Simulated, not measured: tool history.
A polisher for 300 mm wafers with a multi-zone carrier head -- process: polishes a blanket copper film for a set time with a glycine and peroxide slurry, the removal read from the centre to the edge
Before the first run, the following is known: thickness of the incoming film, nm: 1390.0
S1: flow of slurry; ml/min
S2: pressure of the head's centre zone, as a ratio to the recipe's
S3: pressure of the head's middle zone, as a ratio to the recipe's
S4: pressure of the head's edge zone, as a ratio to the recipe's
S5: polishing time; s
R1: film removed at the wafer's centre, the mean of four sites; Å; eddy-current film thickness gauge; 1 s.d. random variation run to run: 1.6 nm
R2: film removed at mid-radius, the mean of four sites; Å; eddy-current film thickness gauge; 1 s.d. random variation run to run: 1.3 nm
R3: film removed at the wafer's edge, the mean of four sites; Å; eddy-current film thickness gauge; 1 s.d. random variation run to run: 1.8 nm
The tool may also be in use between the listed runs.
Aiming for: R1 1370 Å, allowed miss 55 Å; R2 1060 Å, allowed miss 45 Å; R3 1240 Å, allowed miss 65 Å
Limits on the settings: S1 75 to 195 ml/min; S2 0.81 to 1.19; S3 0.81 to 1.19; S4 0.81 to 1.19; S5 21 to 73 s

run 1 hour=0 | S1=125 S2=1 S3=1 S4=1 S5=47 | R1=1697.3 R2=1618 R3=1695.5
run 2 hour=4.2 | S1=125 S2=1 S3=1 S4=1 S5=52 | R1=1830 R2=1766.9 R3=1857.8
run 3 hour=10 | S1=125 S2=1 S3=0.95 S4=1 S5=52 | R1=1855.5 R2=1702.6 R3=1868.9
run 4 hour=17.5 | S1=120 S2=1.01 S3=0.93 S4=0.99 S5=49 | R1=1715.3 R2=1567.9 R3=1697
run 5 hour=21.1 | S1=100 S2=1.01 S3=0.93 S4=0.99 S5=49 | R1=1647.9 R2=1499.4 R3=1651.1
run 6 hour=26.3 | S1=75 S2=1.01 S3=0.93 S4=0.99 S5=49 | R1=1558.2 R2=1399.9 R3=1589.5
run 7 hour=28.2 | S1=75 S2=1.03 S3=0.91 S4=0.99 S5=47 | R1=1497.8 R2=1336.3 R3=1548.5
run 8 hour=36.7 | S1=75 S2=1.06 S3=0.89 S4=0.97 S5=45 | R1=1508 R2=1247.1 R3=1408.1
run 9 hour=41.1 | S1=75 S2=1.06 S3=0.88 S4=0.97 S5=44 | R1=1422.1 R2=1184.3 R3=1420.6

Below are 5 possible settings for the next run. Only one of them brings all results inside the allowed miss of their targets. Which is it?
run A hour=45.5 | S1=95 S2=1.06 S3=0.95 S4=0.86 S5=39 | R1=? R2=? R3=?
run B hour=45.5 | S1=75 S2=1.14 S3=0.87 S4=0.91 S5=39 | R1=? R2=? R3=?
run C hour=45.5 | S1=75 S2=1.15 S3=0.87 S4=0.94 S5=44 | R1=? R2=? R3=?
run D hour=45.5 | S1=125 S2=1.16 S3=0.99 S4=0.93 S5=31 | R1=? R2=? R3=?
run E hour=45.5 | S1=75 S2=1.19 S3=1.04 S4=0.81 S5=37 | R1=? R2=? R3=?

move=A R1=1372.7 R2=1209.7 R3=1249.1
move=B R1=1373.7 R2=1056.6 R3=1229
move=C R1=1563.5 R2=1191.9 R3=1405.8
move=D R1=1281.3 R2=1056.9 R3=1068.7
move=E R1=1362.4 R2=1163.8 R3=1109.4
A: puts the biggest miss on target and leaves a different result outside tolerance
B: in spec on every target
C: further off than the last run
D: the result that was furthest off in the last run now lies on the other side of its target
E: the result that was furthest off in the last run now lies on the other side of its target
Correct choice: B, which meets every target
